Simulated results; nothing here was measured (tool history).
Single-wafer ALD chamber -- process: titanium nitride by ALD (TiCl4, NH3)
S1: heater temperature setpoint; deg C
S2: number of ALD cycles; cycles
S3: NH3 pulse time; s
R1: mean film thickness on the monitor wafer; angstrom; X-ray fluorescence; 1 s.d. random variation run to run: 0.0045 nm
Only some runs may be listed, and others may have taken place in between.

| run | hour | S1 | S2 | S3 | R1 |
|---|---|---|---|---|---|
| 1 | 0.0 | 385 | 61 | 1.49 | 12.954 |
| 2 | 6.9 | 385 | 61 | 1.82 | 13.090 |
| 3 | 15.3 | 379 | 61 | 1.82 | 13.002 |
| 4 | 21.0 | 376 | 61 | 1.68 | 12.956 |
| 5 | 27.4 | 374 | 61 | 1.51 | 12.738 |
|  | 33.6 | thermocouple changed; heater temperature recalibrated |
| 6 | 33.6 | 373 | 61 | 1.44 | 12.701 |
| 7 | 39.0 | 372 | 61 | 1.37 | 12.593 |
| 8 | 41.1 | 371 | 61 | 1.33 | 12.503 |

For run 9, what comes out?
| 9 | 42.4 | 370 | 61 | 1.30 | ? |

{"run 9": {"R1": 12.483}}
